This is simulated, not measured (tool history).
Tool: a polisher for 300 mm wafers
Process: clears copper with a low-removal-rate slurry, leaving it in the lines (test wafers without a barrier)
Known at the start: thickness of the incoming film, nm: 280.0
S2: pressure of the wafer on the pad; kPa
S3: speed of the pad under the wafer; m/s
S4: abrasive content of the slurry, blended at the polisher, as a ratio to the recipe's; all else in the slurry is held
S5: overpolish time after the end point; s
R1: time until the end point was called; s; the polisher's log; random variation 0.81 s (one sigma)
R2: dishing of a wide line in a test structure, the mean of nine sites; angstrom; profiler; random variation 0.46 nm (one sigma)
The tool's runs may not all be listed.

Run 1, day 0: flow of slurry (ml/min) 205, S2 13.8 kPa, S3 0.98 m/s, S4 1, S5 16 s. Result: R1 124 s, R2 223.38 angstrom.
Run 2, day 0.275: flow of slurry (ml/min) 210, S2 14.5 kPa, S3 0.98 m/s, S4 1, S5 16 s. Result: R1 116.74 s, R2 232.14 angstrom.
Run 3, day 0.479: flow of slurry (ml/min) 215, S2 15.2 kPa, S3 0.98 m/s, S4 1, S5 17 s. Result: R1 111.29 s, R2 247.34 angstrom.
Run 4, day 0.608: flow of slurry (ml/min) 215, S2 15.2 kPa, S3 0.98 m/s, S4 1, S5 22 s. Result: R1 112.54 s, R2 309.79 angstrom.
Run 5, day 0.817: flow of slurry (ml/min) 215, S2 17.2 kPa, S3 0.98 m/s, S4 1, S5 22 s. Result: R1 98.165 s, R2 346.32 angstrom.
Run 6, day 1.017: flow of slurry (ml/min) 215, S2 20 kPa, S3 0.98 m/s, S4 1, S5 22 s. Result: R1 84.951 s, R2 371.74 angstrom.
Run 7, day 1.338: flow of slurry (ml/min) 210, S2 19.3 kPa, S3 0.98 m/s, S4 1, S5 21 s. Result: R1 87.838 s, R2 355.01 angstrom.
Run 8, day 1.575: flow of slurry (ml/min) 205, S2 18.6 kPa, S3 0.98 m/s, S4 1, S5 21 s. Result: R1 91.853 s, R2 345.77 angstrom.

Run 9 comes next. What will it give?
Run 9, day 1.675: flow of slurry (ml/min) 200, S2 18.6 kPa, S3 0.98 m/s, S4 1, S5 21 s. Result: R1 ?, R2 ?.

Run 9 gave R1 92.33 s, R2 353.81 angstrom.
